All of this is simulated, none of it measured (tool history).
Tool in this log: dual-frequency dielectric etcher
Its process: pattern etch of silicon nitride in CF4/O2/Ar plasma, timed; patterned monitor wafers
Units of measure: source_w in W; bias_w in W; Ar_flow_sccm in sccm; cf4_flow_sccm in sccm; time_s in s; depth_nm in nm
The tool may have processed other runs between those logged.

{"run": 1, "hour": 0.0, "source_w": 640, "bias_w": 54, "Ar_flow_sccm": 123, "cf4_flow_sccm": 104, "time_s": 9.5, "depth_nm": 22.636}
{"run": 2, "hour": 4.3, "source_w": 640, "bias_w": 54, "Ar_flow_sccm": 103, "cf4_flow_sccm": 104, "time_s": 9.5, "depth_nm": 23.113}
{"run": 3, "hour": 11.8, "source_w": 640, "bias_w": 54, "Ar_flow_sccm": 103, "cf4_flow_sccm": 93, "time_s": 9.5, "depth_nm": 22.766}
{"run": 4, "hour": 15.0, "source_w": 640, "bias_w": 47, "Ar_flow_sccm": 103, "cf4_flow_sccm": 93, "time_s": 9.5, "depth_nm": 21.341}
{"run": 5, "hour": 23.0, "source_w": 590, "bias_w": 47, "Ar_flow_sccm": 103, "cf4_flow_sccm": 93, "time_s": 9.5, "depth_nm": 19.269}
{"run": 6, "hour": 26.3, "source_w": 590, "bias_w": 47, "Ar_flow_sccm": 125, "cf4_flow_sccm": 93, "time_s": 9.5, "depth_nm": 18.85}

Run 7 comes next. What will it give?
{"run": 7, "hour": 27.1, "source_w": 570, "bias_w": 47, "Ar_flow_sccm": 125, "cf4_flow_sccm": 93, "time_s": 9.5, "depth_nm": "?"}

{"run 7": {"depth_nm": 18.368}}
